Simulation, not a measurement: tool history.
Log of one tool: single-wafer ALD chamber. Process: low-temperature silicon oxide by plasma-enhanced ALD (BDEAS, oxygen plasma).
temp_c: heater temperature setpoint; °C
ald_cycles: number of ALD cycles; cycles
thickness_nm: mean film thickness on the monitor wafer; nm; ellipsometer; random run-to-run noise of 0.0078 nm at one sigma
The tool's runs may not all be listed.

run	hour	temp_c	ald_cycles	thickness_nm
1	0.0	95	25	3.4808
2	4.3	100	25	3.4324
3	5.7	100	26	3.5620
4	8.9	103	25	3.4010
5	11.3	93	25	3.5071
6	19.8	93	27	3.7693
7	27.5	96	26	3.6089
8	33.3	99	25	3.4457
9	40.2	101	24	3.2908

What does the tool deliver on the next run?
10	44.0	103	24	?

Run 10 yielded thickness_nm 3.2760 nm.

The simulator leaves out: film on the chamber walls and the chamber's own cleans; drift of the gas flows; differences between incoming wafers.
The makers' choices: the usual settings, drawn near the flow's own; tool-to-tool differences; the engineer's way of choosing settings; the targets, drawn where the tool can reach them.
